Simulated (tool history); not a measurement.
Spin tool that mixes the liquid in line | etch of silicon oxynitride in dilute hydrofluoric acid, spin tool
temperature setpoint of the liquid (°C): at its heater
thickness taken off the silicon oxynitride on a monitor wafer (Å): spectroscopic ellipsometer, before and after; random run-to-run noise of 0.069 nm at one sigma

| run | hour | temperature setpoint of the liquid (°C) | parts of water to one part of 49 % hydrofluoric acid (parts by volume) | time under the liquid (s) | thickness taken off the silicon oxynitride on a monitor wafer (Å) |
|---|---|---|---|---|---|
| 1 | 0.0 | 24.0 | 85 | 310 | 88.857 |
| 2 | 8.9 | 21.5 | 85 | 310 | 78.917 |
| 3 | 17.9 | 21.5 | 60 | 310 | 112.710 |
| 4 | 19.4 | 22.5 | 60 | 310 | 118.220 |
| 5 | 22.5 | 23.5 | 60 | 310 | 124.650 |
| 6 | 29.3 | 24.0 | 60 | 310 | 128.590 |
| 7 | 32.6 | 24.5 | 60 | 310 | 132.300 |

Run 8 is up next; what results do you expect?
| 8 | 38.4 | 25.0 | 60 | 310 | ? |

{"run 8": {"thickness taken off the silicon oxynitride on a monitor wafer (Å)": 134.08}}
